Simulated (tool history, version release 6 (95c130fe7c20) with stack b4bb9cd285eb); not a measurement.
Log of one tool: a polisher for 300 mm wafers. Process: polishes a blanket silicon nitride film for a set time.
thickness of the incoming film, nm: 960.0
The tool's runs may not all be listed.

run	hour	flow of slurry (ml/min)	pressure of the wafer on the pad (kPa)	speed of the pad under the wafer (cm/s)	polishing time (s)	film removed (Å)
1	0	135	19.3	122	27	520.98
2	6.5	135	21.4	122	27	578.81
3	11.4	165	21.4	122	27	604.58
4	14.4	170	22.8	122	27	642.67
5	19.4	175	24.1	122	27	684.28
6	23.8	180	24.8	122	27	700.04
7	30	180	25.5	122	27	720.1

Forecast run 8:
8	35.8	185	26.2	122	27	?

{"run 8": {"film removed (Å)": 749.58}}
